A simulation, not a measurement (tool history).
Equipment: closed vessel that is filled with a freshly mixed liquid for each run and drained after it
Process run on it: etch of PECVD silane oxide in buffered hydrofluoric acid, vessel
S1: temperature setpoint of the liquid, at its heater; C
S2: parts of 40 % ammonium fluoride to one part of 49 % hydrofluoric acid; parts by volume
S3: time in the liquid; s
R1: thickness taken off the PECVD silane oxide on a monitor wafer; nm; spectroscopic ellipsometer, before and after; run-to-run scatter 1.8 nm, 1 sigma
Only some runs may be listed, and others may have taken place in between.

| run | hour | S1 | S2 | S3 | R1 |
|---|---|---|---|---|---|
| 1 | 0.0 | 24.0 | 16.5 | 100 | 104.61 |
| 2 | 7.7 | 25.0 | 16.0 | 100 | 115.49 |
| 3 | 11.0 | 23.5 | 16.0 | 100 | 106.69 |
| 4 | 15.6 | 25.0 | 15.5 | 100 | 118.16 |
| 5 | 21.1 | 26.0 | 15.0 | 100 | 131.01 |
| 6 | 28.8 | 27.0 | 15.0 | 100 | 135.69 |
| 7 | 30.0 | 27.5 | 15.0 | 100 | 140.77 |

Estimate the outcome of run 8 from the log above:
| 8 | 39.2 | 28.0 | 15.0 | 100 | ? |

Run 8 produced R1 145.08 nm.

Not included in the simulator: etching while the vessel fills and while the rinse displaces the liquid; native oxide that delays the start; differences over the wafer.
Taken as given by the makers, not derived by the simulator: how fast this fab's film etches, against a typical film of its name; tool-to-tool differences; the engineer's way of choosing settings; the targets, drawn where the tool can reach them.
